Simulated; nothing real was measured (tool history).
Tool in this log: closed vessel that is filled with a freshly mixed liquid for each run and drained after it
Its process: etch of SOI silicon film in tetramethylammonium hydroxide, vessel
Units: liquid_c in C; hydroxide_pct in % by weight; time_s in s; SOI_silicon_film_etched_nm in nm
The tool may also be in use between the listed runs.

run 1 day=0 | liquid_c=64 hydroxide_pct=9 time_s=90 | SOI_silicon_film_etched_nm=486.59
run 2 day=0.088 | liquid_c=61 hydroxide_pct=9 time_s=90 | SOI_silicon_film_etched_nm=407.41
run 3 day=0.183 | liquid_c=61 hydroxide_pct=9 time_s=90 | SOI_silicon_film_etched_nm=404.99
run 4 day=0.354 | liquid_c=59 hydroxide_pct=9 time_s=90 | SOI_silicon_film_etched_nm=356.56
run 5 day=0.55 | liquid_c=57.5 hydroxide_pct=9 time_s=90 | SOI_silicon_film_etched_nm=323.79
run 6 day=0.804 | liquid_c=57.5 hydroxide_pct=9 time_s=95 | SOI_silicon_film_etched_nm=342.03
run 7 day=0.962 | liquid_c=56.5 hydroxide_pct=9 time_s=95 | SOI_silicon_film_etched_nm=320.89
run 8 day=1.333 | liquid_c=55.5 hydroxide_pct=9 time_s=95 | SOI_silicon_film_etched_nm=302.36
run 9 day=1.596 | liquid_c=55 hydroxide_pct=9 time_s=95 | SOI_silicon_film_etched_nm=293.37
run 10 day=1.842 | liquid_c=54.5 hydroxide_pct=9 time_s=95 | SOI_silicon_film_etched_nm=282.16

What will run 11 give?
run 11 day=2.162 | liquid_c=54 hydroxide_pct=9 time_s=95 | SOI_silicon_film_etched_nm=?

{"run 11": {"SOI_silicon_film_etched_nm": 274.68}}
